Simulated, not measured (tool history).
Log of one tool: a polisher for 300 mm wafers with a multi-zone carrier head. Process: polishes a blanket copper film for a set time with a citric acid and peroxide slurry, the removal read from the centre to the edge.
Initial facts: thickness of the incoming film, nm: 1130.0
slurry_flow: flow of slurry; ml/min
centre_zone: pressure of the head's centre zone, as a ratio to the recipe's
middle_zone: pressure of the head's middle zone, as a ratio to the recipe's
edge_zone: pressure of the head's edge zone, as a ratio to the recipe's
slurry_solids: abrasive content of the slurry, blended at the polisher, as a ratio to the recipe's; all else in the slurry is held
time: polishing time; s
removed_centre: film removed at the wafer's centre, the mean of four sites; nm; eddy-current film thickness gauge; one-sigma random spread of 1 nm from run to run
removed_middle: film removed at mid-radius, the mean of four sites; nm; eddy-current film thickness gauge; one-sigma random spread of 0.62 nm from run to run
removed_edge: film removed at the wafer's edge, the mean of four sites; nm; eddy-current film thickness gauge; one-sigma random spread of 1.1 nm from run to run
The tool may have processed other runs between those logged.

Run 1, hour 0: slurry_flow 235 ml/min, centre_zone 1, middle_zone 1, edge_zone 1, slurry_solids 1, time 57 s. Result: removed_centre 139.31 nm, removed_middle 137.48 nm, removed_edge 143.39 nm.
Run 2, hour 4.7: slurry_flow 230 ml/min, centre_zone 0.99, middle_zone 0.99, edge_zone 0.99, slurry_solids 0.95, time 54 s. Result: removed_centre 126.79 nm, removed_middle 129.17 nm, removed_edge 137.92 nm.
Run 3, hour 10.4: slurry_flow 230 ml/min, centre_zone 0.99, middle_zone 0.99, edge_zone 0.99, slurry_solids 0.8, time 54 s. Result: removed_centre 123.7 nm, removed_middle 123.19 nm, removed_edge 133.1 nm.
Run 4, hour 15.5: slurry_flow 225 ml/min, centre_zone 0.99, middle_zone 0.99, edge_zone 0.98, slurry_solids 0.75, time 51 s. Result: removed_centre 113.23 nm, removed_middle 115.58 nm, removed_edge 117.59 nm.
Run 5, hour 23: slurry_flow 185 ml/min, centre_zone 0.99, middle_zone 0.99, edge_zone 0.98, slurry_solids 0.75, time 51 s. Result: removed_centre 109.85 nm, removed_middle 114.02 nm, removed_edge 118.94 nm.
Run 6, hour 28.3: slurry_flow 185 ml/min, centre_zone 0.99, middle_zone 0.91, edge_zone 0.98, slurry_solids 0.75, time 51 s. Result: removed_centre 113.28 nm, removed_middle 105.16 nm, removed_edge 121.59 nm.
Run 7, hour 35.1: slurry_flow 185 ml/min, centre_zone 0.98, middle_zone 0.91, edge_zone 0.97, slurry_solids 0.7, time 49 s. Result: removed_centre 104.61 nm, removed_middle 97.897 nm, removed_edge 115 nm.

Estimate the outcome of run 8 from the log above:
Run 8, hour 36.6: slurry_flow 185 ml/min, centre_zone 0.98, middle_zone 0.91, edge_zone 0.96, slurry_solids 0.7, time 47 s. Result: removed_centre ?, removed_middle ?, removed_edge ?.

Run 8 gave removed_centre 101.43 nm, removed_middle 95.204 nm, removed_edge 107.76 nm.
